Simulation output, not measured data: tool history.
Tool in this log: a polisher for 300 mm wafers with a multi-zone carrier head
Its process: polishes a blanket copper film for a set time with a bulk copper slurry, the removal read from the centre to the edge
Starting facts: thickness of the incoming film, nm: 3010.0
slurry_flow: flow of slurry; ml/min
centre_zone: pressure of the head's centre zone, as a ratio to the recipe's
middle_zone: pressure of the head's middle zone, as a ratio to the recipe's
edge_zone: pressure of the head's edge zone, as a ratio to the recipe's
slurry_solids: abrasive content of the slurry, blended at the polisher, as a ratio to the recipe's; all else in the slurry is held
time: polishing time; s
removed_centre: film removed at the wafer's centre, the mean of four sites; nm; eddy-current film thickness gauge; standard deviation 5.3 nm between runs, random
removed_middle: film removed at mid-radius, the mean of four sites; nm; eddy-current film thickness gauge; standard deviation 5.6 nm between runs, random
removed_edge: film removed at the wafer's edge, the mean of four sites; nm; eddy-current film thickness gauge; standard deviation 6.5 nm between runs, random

run,hour,slurry_flow,centre_zone,middle_zone,edge_zone,slurry_solids,time,removed_centre,removed_middle,removed_edge
1,0.0,260,1.00,1.00,1.00,1.00,88,718.28,732.14,724.00
2,6.6,260,1.00,1.00,0.92,1.00,88,735.71,740.83,704.71
3,10.9,255,0.97,0.95,0.94,0.85,76,606.93,592.39,594.75
4,18.2,205,0.97,0.95,0.94,0.85,76,590.65,580.98,580.18
5,25.8,200,0.94,0.92,0.96,0.75,69,502.53,496.43,526.85
6,26.4,200,0.87,0.92,0.96,0.75,69,470.82,494.01,519.00
7,32.4,200,0.87,0.90,0.95,0.65,66,438.08,464.27,479.37

Forecast run 8:
8,37.9,195,0.88,0.87,0.96,0.60,64,?,?,?

removed_centre: 428.57 nm
removed_middle: 431.35 nm
removed_edge: 472.66 nm
